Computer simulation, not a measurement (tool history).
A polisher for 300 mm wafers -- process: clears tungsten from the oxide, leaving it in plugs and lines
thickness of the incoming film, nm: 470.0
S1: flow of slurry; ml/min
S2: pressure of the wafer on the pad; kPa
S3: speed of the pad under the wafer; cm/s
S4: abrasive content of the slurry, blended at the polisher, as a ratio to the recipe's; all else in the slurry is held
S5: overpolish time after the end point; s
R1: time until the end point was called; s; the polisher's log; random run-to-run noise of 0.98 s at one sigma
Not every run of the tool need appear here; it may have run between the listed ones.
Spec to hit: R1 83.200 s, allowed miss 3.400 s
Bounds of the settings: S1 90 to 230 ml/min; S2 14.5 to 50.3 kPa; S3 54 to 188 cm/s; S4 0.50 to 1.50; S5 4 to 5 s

{"run": 1, "day": 0.0, "S1": 150, "S2": 32.4, "S3": 120, "S4": 1.0, "S5": 5, "R1": 57.64}
{"run": 2, "day": 0.338, "S1": 150, "S2": 32.4, "S3": 120, "S4": 1.0, "S5": 5, "R1": 57.168}
{"run": 3, "day": 0.579, "S1": 150, "S2": 29.6, "S3": 120, "S4": 1.0, "S5": 5, "R1": 62.535}
{"run": 4, "day": 0.604, "S1": 150, "S2": 27.6, "S3": 120, "S4": 1.0, "S5": 5, "R1": 64.532}
{"run": 5, "day": 0.717, "S1": 150, "S2": 25.5, "S3": 120, "S4": 1.0, "S5": 5, "R1": 69.037}
{"run": 6, "day": 0.904, "S1": 150, "S2": 24.1, "S3": 120, "S4": 1.0, "S5": 5, "R1": 71.771}
{"run": 7, "day": 1.1, "S1": 150, "S2": 22.8, "S3": 120, "S4": 1.0, "S5": 5, "R1": 76.352}
{"run": 8, "day": 1.121, "S1": 150, "S2": 22.1, "S3": 120, "S4": 1.0, "S5": 5, "R1": 75.482}
{"run": 9, "day": 1.438, "S1": 150, "S2": 21.4, "S3": 120, "S4": 1.0, "S5": 5, "R1": 79.416}

5 candidate next runs follow, results not yet known. Just one meets every target within its allowed miss. Identify it.
{"run": "A", "day": 1.754, "S1": 160, "S2": 20.7, "S3": 118, "S4": 1.15, "S5": 5, "R1": "?"}
{"run": "B", "day": 1.754, "S1": 175, "S2": 17.9, "S3": 138, "S4": 1.05, "S5": 4, "R1": "?"}
{"run": "C", "day": 1.754, "S1": 210, "S2": 17.9, "S3": 130, "S4": 0.75, "S5": 4, "R1": "?"}
{"run": "D", "day": 1.754, "S1": 130, "S2": 20.7, "S3": 134, "S4": 1.0, "S5": 5, "R1": "?"}
{"run": "E", "day": 1.754, "S1": 175, "S2": 25.5, "S3": 104, "S4": 1.0, "S5": 5, "R1": "?"}

move=A R1=76.767
move=B R1=75.081
move=C R1=83.635
move=D R1=75.036
move=E R1=74.759
A: moves away from the targets compared with the last run
B: moves away from the targets compared with the last run
C: all results land within tolerance of their targets
D: moves away from the targets compared with the last run
E: moves away from the targets compared with the last run
The right move is C.
